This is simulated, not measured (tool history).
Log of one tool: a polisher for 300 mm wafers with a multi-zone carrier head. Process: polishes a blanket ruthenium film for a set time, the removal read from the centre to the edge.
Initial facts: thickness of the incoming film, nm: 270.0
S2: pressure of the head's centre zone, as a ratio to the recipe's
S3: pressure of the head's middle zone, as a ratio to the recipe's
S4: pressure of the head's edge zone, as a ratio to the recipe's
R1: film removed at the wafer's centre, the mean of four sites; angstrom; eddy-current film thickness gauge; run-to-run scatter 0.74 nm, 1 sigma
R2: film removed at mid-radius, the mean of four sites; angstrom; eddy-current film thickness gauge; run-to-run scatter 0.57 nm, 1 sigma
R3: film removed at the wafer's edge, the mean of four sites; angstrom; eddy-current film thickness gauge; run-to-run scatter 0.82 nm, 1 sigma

Run 1, hour 0.0: flow of slurry (ml/min) 230, S2 1.00, S3 1.00, S4 1.00, polishing time (s) 78. Result: R1 812.09 angstrom, R2 781.08 angstrom, R3 823.18 angstrom.
Run 2, hour 4.9: flow of slurry (ml/min) 225, S2 1.00, S3 0.97, S4 0.98, polishing time (s) 77. Result: R1 793.13 angstrom, R2 771.16 angstrom, R3 797.16 angstrom.
Run 3, hour 11.2: flow of slurry (ml/min) 225, S2 1.00, S3 0.97, S4 0.90, polishing time (s) 77. Result: R1 795.81 angstrom, R2 762.41 angstrom, R3 797.88 angstrom.
Run 4, hour 19.5: flow of slurry (ml/min) 225, S2 1.00, S3 0.89, S4 0.90, polishing time (s) 77. Result: R1 790.98 angstrom, R2 706.43 angstrom, R3 779.92 angstrom.
Run 5, hour 22.0: flow of slurry (ml/min) 225, S2 0.92, S3 0.89, S4 0.90, polishing time (s) 77. Result: R1 743.74 angstrom, R2 704.24 angstrom, R3 781.83 angstrom.
Run 6, hour 24.7: flow of slurry (ml/min) 220, S2 0.93, S3 0.87, S4 0.89, polishing time (s) 76. Result: R1 735.52 angstrom, R2 686.04 angstrom, R3 783.06 angstrom.
Run 7, hour 26.5: flow of slurry (ml/min) 230, S2 1.03, S3 0.84, S4 0.84, polishing time (s) 68. Result: R1 734.83 angstrom, R2 597.78 angstrom, R3 675.03 angstrom.
Run 8, hour 34.1: flow of slurry (ml/min) 230, S2 1.02, S3 0.84, S4 0.85, polishing time (s) 69. Result: R1 723.02 angstrom, R2 614.63 angstrom, R3 695.37 angstrom.
Run 9, hour 38.5: flow of slurry (ml/min) 230, S2 1.02, S3 0.84, S4 0.86, polishing time (s) 69. Result: R1 733.30 angstrom, R2 601.72 angstrom, R3 690.88 angstrom.

Estimate the outcome of run 10 from the log above:
Run 10, hour 45.8: flow of slurry (ml/min) 230, S2 1.01, S3 0.84, S4 0.87, polishing time (s) 69. Result: R1 ?, R2 ?, R3 ?.

R1: 719.16 angstrom
R2: 605.61 angstrom
R3: 696.06 angstrom

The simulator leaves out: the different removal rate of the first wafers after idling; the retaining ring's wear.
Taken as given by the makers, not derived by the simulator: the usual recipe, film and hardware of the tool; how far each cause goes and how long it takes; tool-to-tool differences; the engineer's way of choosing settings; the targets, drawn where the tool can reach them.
